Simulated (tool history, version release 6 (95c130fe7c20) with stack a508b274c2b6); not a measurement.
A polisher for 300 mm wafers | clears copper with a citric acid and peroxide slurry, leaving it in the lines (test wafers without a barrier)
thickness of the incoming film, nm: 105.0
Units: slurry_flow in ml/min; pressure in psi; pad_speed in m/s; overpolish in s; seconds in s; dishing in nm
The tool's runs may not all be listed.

run  hour  slurry_flow  pressure  pad_speed  slurry_solids  overpolish  seconds  dishing
  1   0.0          225       2.2       0.90            1.0          10   65.504  12.3050
  2   2.9          225       2.7       0.90            1.0          10   55.889  14.5860
  3   8.3          225       2.7       0.90            1.0          13   54.744  18.8660
  4   8.9          225       2.7       0.78            1.0          13   65.643  16.9010
  5  16.7          225       2.2       0.74            1.0          12   82.113  12.1490
  6  23.0          225       2.2       0.74            0.9          12   82.881  12.0330

Run 7 comes next. What will it give?
  7  31.4          225       1.8       0.72            0.9          12        ?        ?

seconds: 104.370 s
dishing: 9.6042 nm
